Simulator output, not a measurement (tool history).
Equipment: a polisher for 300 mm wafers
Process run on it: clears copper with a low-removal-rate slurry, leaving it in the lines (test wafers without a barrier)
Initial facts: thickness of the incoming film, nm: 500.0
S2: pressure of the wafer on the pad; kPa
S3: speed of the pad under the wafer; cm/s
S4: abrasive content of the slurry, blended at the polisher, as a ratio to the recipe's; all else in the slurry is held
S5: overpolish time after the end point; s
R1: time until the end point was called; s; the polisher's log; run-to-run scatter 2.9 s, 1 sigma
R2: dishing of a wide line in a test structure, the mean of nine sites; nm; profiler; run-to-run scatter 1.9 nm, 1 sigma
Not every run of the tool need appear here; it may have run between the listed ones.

{"run": 1, "day": 0.0, "flow of slurry (ml/min)": 195, "S2": 17.2, "S3": 120, "S4": 1.0, "S5": 25, "R1": 179.69, "R2": 44.543}
{"run": 2, "day": 0.154, "flow of slurry (ml/min)": 195, "S2": 17.9, "S3": 120, "S4": 1.0, "S5": 27, "R1": 168.13, "R2": 50.626}
{"run": 3, "day": 0.354, "flow of slurry (ml/min)": 150, "S2": 17.9, "S3": 120, "S4": 1.0, "S5": 27, "R1": 172.18, "R2": 47.189}
{"run": 4, "day": 0.542, "flow of slurry (ml/min)": 150, "S2": 17.9, "S3": 120, "S4": 1.0, "S5": 17, "R1": 168.26, "R2": 32.693}
{"run": 5, "day": 0.604, "flow of slurry (ml/min)": 150, "S2": 17.9, "S3": 120, "S4": 1.0, "S5": 27, "R1": 174.73, "R2": 49.123}
{"run": 6, "day": 0.667, "flow of slurry (ml/min)": 150, "S2": 18.6, "S3": 120, "S4": 1.0, "S5": 28, "R1": 168.08, "R2": 50.477}
{"run": 7, "day": 0.892, "flow of slurry (ml/min)": 150, "S2": 18.6, "S3": 120, "S4": 1.0, "S5": 30, "R1": 164.24, "R2": 53.304}
{"run": 8, "day": 1.067, "flow of slurry (ml/min)": 150, "S2": 18.6, "S3": 120, "S4": 1.0, "S5": 32, "R1": 168.15, "R2": 58.263}

Run 9 is up next; what results do you expect?
{"run": 9, "day": 1.175, "flow of slurry (ml/min)": 150, "S2": 18.6, "S3": 120, "S4": 1.0, "S5": 33, "R1": "?", "R2": "?"}

R1: 164.45 s
R2: 59.081 nm
